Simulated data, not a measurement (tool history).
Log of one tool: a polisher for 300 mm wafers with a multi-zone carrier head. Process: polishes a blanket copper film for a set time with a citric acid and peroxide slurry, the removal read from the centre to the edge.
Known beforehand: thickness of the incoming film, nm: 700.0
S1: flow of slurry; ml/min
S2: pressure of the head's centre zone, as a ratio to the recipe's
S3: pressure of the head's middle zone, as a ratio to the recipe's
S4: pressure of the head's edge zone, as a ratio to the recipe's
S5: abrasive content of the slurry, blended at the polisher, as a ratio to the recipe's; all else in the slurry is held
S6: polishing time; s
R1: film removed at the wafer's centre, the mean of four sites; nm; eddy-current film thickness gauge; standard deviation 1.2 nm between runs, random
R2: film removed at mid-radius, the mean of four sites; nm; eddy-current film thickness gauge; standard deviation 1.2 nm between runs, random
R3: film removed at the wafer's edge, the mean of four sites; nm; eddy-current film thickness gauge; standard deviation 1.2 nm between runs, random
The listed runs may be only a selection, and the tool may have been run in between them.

run 1 hour=0.0 | S1=240 S2=1.00 S3=1.00 S4=1.00 S5=1.00 S6=72 | R1=199.73 R2=197.73 R3=202.11
run 2 hour=8.4 | S1=240 S2=1.00 S3=1.04 S4=1.00 S5=1.00 S6=72 | R1=199.41 R2=206.40 R3=198.84
run 3 hour=10.7 | S1=195 S2=1.00 S3=1.04 S4=1.00 S5=1.00 S6=72 | R1=194.77 R2=200.26 R3=195.75
run 4 hour=12.5 | S1=195 S2=1.00 S3=1.04 S4=1.00 S5=1.15 S6=72 | R1=197.93 R2=205.29 R3=203.34
run 5 hour=20.6 | S1=195 S2=1.00 S3=1.04 S4=1.00 S5=1.30 S6=72 | R1=206.16 R2=210.66 R3=206.32
run 6 hour=29.2 | S1=195 S2=1.00 S3=1.04 S4=1.00 S5=1.50 S6=72 | R1=212.45 R2=216.92 R3=215.19
run 7 hour=31.1 | S1=185 S2=0.95 S3=1.04 S4=0.98 S5=1.25 S6=69 | R1=184.88 R2=199.80 R3=196.11
run 8 hour=35.6 | S1=180 S2=0.91 S3=1.05 S4=0.96 S5=1.05 S6=67 | R1=166.12 R2=190.12 R3=181.48
run 9 hour=39.6 | S1=180 S2=0.91 S3=1.05 S4=0.96 S5=1.05 S6=67 | R1=165.27 R2=188.38 R3=180.27
run 10 hour=45.0 | S1=175 S2=0.88 S3=1.05 S4=0.95 S5=0.90 S6=66 | R1=152.45 R2=179.81 R3=171.48
run 11 hour=51.4 | S1=170 S2=0.86 S3=1.05 S4=0.94 S5=0.80 S6=66 | R1=143.53 R2=177.45 R3=164.56
run 12 hour=54.6 | S1=165 S2=0.85 S3=1.04 S4=0.93 S5=0.75 S6=66 | R1=141.80 R2=169.78 R3=160.86

The next listed run, before its measurement:
run 13 hour=57.6 | S1=160 S2=0.81 S3=1.09 S4=0.96 S5=0.60 S6=63 | R1=? R2=? R3=?

{"run 13": {"R1": 121.74, "R2": 159.5, "R3": 148.95}}

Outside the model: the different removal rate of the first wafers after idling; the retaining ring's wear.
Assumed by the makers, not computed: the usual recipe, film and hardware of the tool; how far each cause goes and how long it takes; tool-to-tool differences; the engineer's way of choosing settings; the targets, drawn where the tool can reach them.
